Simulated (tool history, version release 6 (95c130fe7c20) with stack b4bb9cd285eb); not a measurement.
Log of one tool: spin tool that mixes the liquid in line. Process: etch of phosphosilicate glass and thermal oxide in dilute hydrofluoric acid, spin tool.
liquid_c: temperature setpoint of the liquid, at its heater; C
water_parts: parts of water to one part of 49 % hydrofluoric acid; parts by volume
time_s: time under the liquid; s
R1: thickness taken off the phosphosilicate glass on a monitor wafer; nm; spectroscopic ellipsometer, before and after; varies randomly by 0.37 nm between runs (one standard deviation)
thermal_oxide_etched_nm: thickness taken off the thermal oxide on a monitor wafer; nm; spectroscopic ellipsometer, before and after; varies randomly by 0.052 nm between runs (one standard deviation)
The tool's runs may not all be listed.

Run 1, day 0: liquid_c 25 C, water_parts 120 parts by volume, time_s 30 s. Result: R1 14.027 nm, thermal_oxide_etched_nm 0.95192 nm.
Run 2, day 0.104: liquid_c 25 C, water_parts 120 parts by volume, time_s 40 s. Result: R1 19.045 nm, thermal_oxide_etched_nm 1.2831 nm.
Run 3, day 0.454: liquid_c 25 C, water_parts 150 parts by volume, time_s 40 s. Result: R1 14.619 nm, thermal_oxide_etched_nm 0.98779 nm.
Run 4, day 0.804: liquid_c 26.5 C, water_parts 135 parts by volume, time_s 40 s. Result: R1 17.343 nm, thermal_oxide_etched_nm 1.2025 nm.
Run 5, day 0.921: liquid_c 27 C, water_parts 115 parts by volume, time_s 40 s. Result: R1 21.508 nm, thermal_oxide_etched_nm 1.4648 nm.
Run 6, day 1.1: liquid_c 28 C, water_parts 105 parts by volume, time_s 40 s. Result: R1 24.581 nm, thermal_oxide_etched_nm 1.7248 nm.

For run 7, what comes out?
Run 7, day 1.271: liquid_c 28.5 C, water_parts 95 parts by volume, time_s 40 s. Result: R1 ?, thermal_oxide_etched_nm ?.

{"run 7": {"R1": 27.75, "thermal_oxide_etched_nm": 1.9257}}
